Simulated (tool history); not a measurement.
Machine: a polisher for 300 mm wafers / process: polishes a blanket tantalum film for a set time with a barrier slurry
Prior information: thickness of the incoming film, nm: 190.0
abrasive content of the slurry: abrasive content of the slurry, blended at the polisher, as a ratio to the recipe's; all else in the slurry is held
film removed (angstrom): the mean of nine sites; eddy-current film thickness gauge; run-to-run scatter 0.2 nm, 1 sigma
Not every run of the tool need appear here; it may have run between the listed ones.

run    day  flow of slurry (ml/min)  pressure of the wafer on the pad (kPa)  speed of the pad under the wafer (cm/s)  abrasive content of the slurry  polishing time (s)  film removed (angstrom)
  1  0.000                      175                                    13.8                                      114                            1.00                  19                   375.94
  2  0.233                      175                                    13.8                                      114                            0.85                  19                   364.45
  3  0.508                      170                                    12.4                                      114                            0.85                  19                   336.15
  4  0.838                      140                                    12.4                                      114                            0.85                  19                   324.04
  5  1.138                      140                                    11.7                                      114                            0.85                  19                   309.04
  6  1.192                      140                                    11.7                                      114                            1.00                  19                   327.71
  7  1.421                      140                                    11.0                                      114                            1.00                  19                   307.80
  8  1.783                      130                                     6.9                                      112                            1.00                  19                   221.44
  9  1.908                      135                                     7.6                                      112                            1.00                  19                   236.76

Run 10, settings as shown, results not yet in. Your forecast:
 10  2.050                      130                                     6.9                                      112                            1.00                  19                        ?

{"run 10": {"film removed (angstrom)": 223.55}}
